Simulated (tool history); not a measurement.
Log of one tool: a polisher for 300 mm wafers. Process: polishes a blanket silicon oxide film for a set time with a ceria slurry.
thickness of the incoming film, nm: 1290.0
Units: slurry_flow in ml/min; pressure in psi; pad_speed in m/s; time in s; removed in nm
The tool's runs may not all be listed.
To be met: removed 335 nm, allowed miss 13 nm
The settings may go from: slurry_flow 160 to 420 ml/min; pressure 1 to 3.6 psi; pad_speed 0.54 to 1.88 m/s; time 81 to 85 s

run	hour	slurry_flow	pressure	pad_speed	time	removed
1	0	270	2.3	1.2	81	249.24
2	8.8	270	2.3	1.02	81	217.14
3	11.2	270	2.3	1.26	81	259.14
4	15.1	270	2.5	1.26	81	278.99
5	23.9	310	2.5	1.26	81	284.93
6	26.1	310	2.5	1	81	233.53
7	32.1	310	2.8	1.02	81	262.14
8	37.8	310	3	1.02	81	275.94
9	45	315	3.2	1.02	81	299.29
10	46.2	315	3.3	1.02	81	311.26
11	50.7	315	3.4	1.02	81	309.15

Which of these 5 next moves meets every target?
A	55.2	275	3.6	0.88	81	?
B	55.2	350	3.2	0.96	85	?
C	55.2	310	3.3	1.06	85	?
D	55.2	295	3.3	1	81	?
E	55.2	320	3.5	0.8	85	?

move	removed
A	284.48
B	293.66
C	324.29
D	293.15
E	273.69
A: further off than the last run
B: further off than the last run
C: meets every target
D: further off than the last run
E: further off than the last run
Move C is the one to make.

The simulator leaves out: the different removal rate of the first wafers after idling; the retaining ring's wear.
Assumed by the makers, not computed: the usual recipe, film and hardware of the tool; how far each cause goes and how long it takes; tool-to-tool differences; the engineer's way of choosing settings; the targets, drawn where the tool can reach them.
